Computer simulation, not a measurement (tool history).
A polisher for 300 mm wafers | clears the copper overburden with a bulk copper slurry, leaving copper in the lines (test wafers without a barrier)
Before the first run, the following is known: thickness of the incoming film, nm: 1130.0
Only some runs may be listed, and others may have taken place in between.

| run | hour | flow of slurry (ml/min) | pressure of the wafer on the pad (kPa) | speed of the pad under the wafer (m/s) | abrasive content of the slurry | overpolish time after the end point (s) | time until the end point was called (s) | dishing of a wide line in a test structure (Å) |
|---|---|---|---|---|---|---|---|---|
| 1 | 0.0 | 265 | 18.6 | 1.04 | 1.0 | 24 | 135.180 | 1069.6 |
| 2 | 6.6 | 265 | 18.6 | 1.04 | 1.1 | 24 | 133.160 | 1085.9 |
| 3 | 12.4 | 265 | 18.6 | 1.04 | 1.1 | 32 | 133.570 | 1279.9 |
| 4 | 16.8 | 265 | 20.0 | 1.04 | 1.1 | 31 | 127.040 | 1284.6 |
| 5 | 20.8 | 265 | 16.5 | 1.04 | 1.1 | 31 | 144.530 | 1180.9 |
| 6 | 23.9 | 265 | 13.8 | 1.04 | 1.1 | 31 | 159.480 | 1097.2 |
| 7 | 27.7 | 265 | 15.9 | 1.06 | 1.1 | 30 | 144.360 | 1115.1 |
| 8 | 36.0 | 265 | 17.2 | 1.08 | 1.1 | 29 | 138.040 | 1159.9 |
| 9 | 39.8 | 265 | 22.1 | 1.20 | 1.1 | 20 | 104.740 | 1135.7 |
| 10 | 42.1 | 265 | 22.8 | 1.20 | 1.1 | 21 | 103.020 | 1214.4 |
| 11 | 43.4 | 265 | 23.4 | 1.20 | 1.1 | 22 | 102.880 | 1236.2 |
| 12 | 46.0 | 265 | 24.1 | 1.20 | 1.1 | 22 | 99.126 | 1279.0 |
| 13 | 53.5 | 265 | 24.8 | 1.20 | 1.1 | 22 | 99.990 | 1226.5 |
| 14 | 58.6 | 265 | 25.5 | 1.20 | 1.1 | 23 | 97.616 | 1337.3 |

Run 15 comes next. What will it give?
| 15 | 61.2 | 265 | 26.2 | 1.20 | 1.1 | 23 | ? | ? |

{"run 15": {"time until the end point was called (s)": 92.386, "dishing of a wide line in a test structure (Å)": 1312.3}}
